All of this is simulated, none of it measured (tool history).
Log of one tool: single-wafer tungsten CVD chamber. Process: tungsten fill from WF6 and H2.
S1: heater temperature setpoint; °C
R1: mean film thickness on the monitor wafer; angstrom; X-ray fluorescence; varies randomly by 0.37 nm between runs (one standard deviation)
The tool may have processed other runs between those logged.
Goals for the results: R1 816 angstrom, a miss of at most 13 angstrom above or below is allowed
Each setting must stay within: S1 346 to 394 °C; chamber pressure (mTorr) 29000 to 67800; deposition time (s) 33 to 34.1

run 1 hour=0 | S1=370 chamber_pressure_(mTorr)=48400 deposition_time_(s)=33 | R1=707.88
run 2 hour=7.8 | S1=364 chamber_pressure_(mTorr)=48400 deposition_time_(s)=33 | R1=629.86
run 3 hour=13.6 | S1=367 chamber_pressure_(mTorr)=48500 deposition_time_(s)=33 | R1=664.16
run 4 hour=22.3 | S1=369 chamber_pressure_(mTorr)=48600 deposition_time_(s)=33 | R1=688.28
run 5 hour=24.3 | S1=369 chamber_pressure_(mTorr)=43400 deposition_time_(s)=33 | R1=642.07
run 6 hour=27.8 | S1=369 chamber_pressure_(mTorr)=43400 deposition_time_(s)=34.1 | R1=664.05
run 7 hour=34 | S1=371 chamber_pressure_(mTorr)=43400 deposition_time_(s)=34.1 | R1=694.93
run 8 hour=42.5 | S1=373 chamber_pressure_(mTorr)=43400 deposition_time_(s)=34.1 | R1=719.6

Which single option among these 4 for the next run brings every result within its allowed miss of target? Just one does.
run A hour=51 | S1=380 chamber_pressure_(mTorr)=42200 deposition_time_(s)=33.3 | R1=?
run B hour=51 | S1=379 chamber_pressure_(mTorr)=44300 deposition_time_(s)=34.1 | R1=?
run C hour=51 | S1=374 chamber_pressure_(mTorr)=48200 deposition_time_(s)=34.1 | R1=?
run D hour=51 | S1=369 chamber_pressure_(mTorr)=53200 deposition_time_(s)=34.1 | R1=?

move=A R1=786.19
move=B R1=815.99
move=C R1=785.24
move=D R1=759.17
A: gains on the last run, yet a result remains outside its allowed miss
B: hits every target within its allowed miss
C: gains on the last run, yet a result remains outside its allowed miss
D: gains on the last run, yet a result remains outside its allowed miss
Correct choice: B, which meets every target
